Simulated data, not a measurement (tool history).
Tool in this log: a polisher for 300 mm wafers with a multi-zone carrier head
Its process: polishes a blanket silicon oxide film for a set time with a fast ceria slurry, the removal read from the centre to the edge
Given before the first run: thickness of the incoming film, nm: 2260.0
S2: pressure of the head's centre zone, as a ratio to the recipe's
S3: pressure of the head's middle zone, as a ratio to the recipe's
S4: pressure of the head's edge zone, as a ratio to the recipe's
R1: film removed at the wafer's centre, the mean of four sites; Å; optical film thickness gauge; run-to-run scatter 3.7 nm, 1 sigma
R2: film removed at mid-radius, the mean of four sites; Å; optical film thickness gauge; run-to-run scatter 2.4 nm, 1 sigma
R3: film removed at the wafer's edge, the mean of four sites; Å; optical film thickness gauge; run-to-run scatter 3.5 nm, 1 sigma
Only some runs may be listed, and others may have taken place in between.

Run 1, hour 0: flow of slurry (ml/min) 205, S2 1, S3 1, S4 1, polishing time (s) 40. Result: R1 6893.2 Å, R2 7017.5 Å, R3 6766.3 Å.
Run 2, hour 2.6: flow of slurry (ml/min) 190, S2 0.97, S3 0.99, S4 0.98, polishing time (s) 36. Result: R1 5909.7 Å, R2 6173.2 Å, R3 5993.6 Å.
Run 3, hour 3.4: flow of slurry (ml/min) 185, S2 0.94, S3 0.98, S4 0.96, polishing time (s) 33. Result: R1 5117.9 Å, R2 5615.5 Å, R3 5477.3 Å.
Run 4, hour 8.1: flow of slurry (ml/min) 180, S2 0.93, S3 0.97, S4 0.94, polishing time (s) 30. Result: R1 4579.3 Å, R2 5038.9 Å, R3 4782.1 Å.
Run 5, hour 16.8: flow of slurry (ml/min) 170, S2 0.91, S3 0.95, S4 0.93, polishing time (s) 29. Result: R1 4320.4 Å, R2 4699.2 Å, R3 4634.1 Å.
Run 6, hour 19.8: flow of slurry (ml/min) 170, S2 0.89, S3 0.95, S4 0.92, polishing time (s) 28. Result: R1 4104.3 Å, R2 4584.7 Å, R3 4454.5 Å.
Run 7, hour 21.7: flow of slurry (ml/min) 165, S2 0.88, S3 0.95, S4 0.92, polishing time (s) 27. Result: R1 3804.3 Å, R2 4368.8 Å, R3 4250.7 Å.
Run 8, hour 24.2: flow of slurry (ml/min) 160, S2 0.87, S3 0.94, S4 0.91, polishing time (s) 26. Result: R1 3618.1 Å, R2 4139.1 Å, R3 4094 Å.

Forecast run 9:
Run 9, hour 25.2: flow of slurry (ml/min) 155, S2 0.86, S3 0.94, S4 0.9, polishing time (s) 26. Result: R1 ?, R2 ?, R3 ?.

For run 9 the tool returned R1 3528.9 Å, R2 4157.2 Å, R3 4010.5 Å.

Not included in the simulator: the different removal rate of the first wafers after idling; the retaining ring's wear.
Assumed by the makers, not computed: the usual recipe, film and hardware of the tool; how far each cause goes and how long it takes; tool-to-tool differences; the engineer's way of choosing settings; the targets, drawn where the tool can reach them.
